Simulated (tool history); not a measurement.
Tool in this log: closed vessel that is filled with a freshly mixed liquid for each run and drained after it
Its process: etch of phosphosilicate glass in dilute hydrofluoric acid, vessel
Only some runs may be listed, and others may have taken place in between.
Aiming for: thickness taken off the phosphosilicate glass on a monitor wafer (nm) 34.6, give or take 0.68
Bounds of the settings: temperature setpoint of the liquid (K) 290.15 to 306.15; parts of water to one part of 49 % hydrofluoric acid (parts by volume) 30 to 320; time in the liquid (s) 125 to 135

run  hour  temperature setpoint of the liquid (K)  parts of water to one part of 49 % hydrofluoric acid (parts by volume)  time in the liquid (s)  thickness taken off the phosphosilicate glass on a monitor wafer (nm)
  1     0                                  298.15                                                                     175                     125                                                                 58.285
  2   5.9                                  295.65                                                                     185                     125                                                                 49.391
  3  11.3                                  294.15                                                                     190                     125                                                                 44.965
  4    18                                  294.15                                                                     190                     125                                                                 45.122
  5  24.5                                  294.15                                                                     190                     125                                                                 45.313
  6    32                                  296.65                                                                     190                     125                                                                 49.474
  7  37.4                                  294.65                                                                     195                     125                                                                 45.014
  8    45                                  293.15                                                                     200                     125                                                                 40.928
  9  47.6                                  292.15                                                                     205                     125                                                                 37.908
 10  51.6                                  291.65                                                                     205                     125                                                                 37.319
 11  53.8                                  291.15                                                                     205                     125                                                                 36.677
 12  62.3                                  291.15                                                                     205                     125                                                                 36.882

Which one of the following 4 next-run settings gets every result inside its allowed miss? There is exactly one.
  A  70.8                                  290.65                                                                     220                     135                                                                      ?
  B  70.8                                  290.15                                                                     225                     130                                                                      ?
  C  70.8                                  292.65                                                                     225                     125                                                                      ?
  D  70.8                                  290.15                                                                     200                     125                                                                      ?

move  thickness taken off the phosphosilicate glass on a monitor wafer (nm)
   A                                                                 35.958
   B                                                                 33.049
   C                                                                 35.016
   D                                                                 36.567
A: nearer than the last run, and not there yet
B: pushes the last run's worst result past its target
C: hits every target within its allowed miss
D: nearer than the last run, and not there yet
Go with C: it meets all targets.
